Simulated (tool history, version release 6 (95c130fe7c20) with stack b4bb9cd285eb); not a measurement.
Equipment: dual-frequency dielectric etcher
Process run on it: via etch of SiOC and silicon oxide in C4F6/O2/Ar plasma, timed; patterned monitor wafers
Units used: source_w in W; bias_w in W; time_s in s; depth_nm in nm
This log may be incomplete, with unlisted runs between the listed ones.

| run | day | source_w | bias_w | time_s | depth_nm |
|---|---|---|---|---|---|
| 1 | 0 | 270 | 200 | 103 | 94.185 |
| 2 | 0.338 | 270 | 200 | 103 | 94.828 |
| 3 | 0.367 | 250 | 200 | 103 | 90.822 |
| 4 | 0.667 | 220 | 200 | 103 | 82.296 |
| 5 | 0.979 | 170 | 200 | 103 | 65.375 |
| 6 | 1.075 | 190 | 201 | 103 | 73.276 |
| 7 | 1.271 | 210 | 202 | 103 | 79.882 |
| 8 | 1.458 | 220 | 203 | 103 | 82.72 |
| 9 | 1.783 | 230 | 204 | 103 | 85.928 |
| 10 | 1.996 | 240 | 204 | 103 | 87.381 |
| 11 | 2.021 | 250 | 205 | 103 | 90.639 |

Run 12 is up next; what results do you expect?
| 12 | 2.254 | 260 | 206 | 103 | ? |

Logged for run 12: depth_nm 93.167 nm.
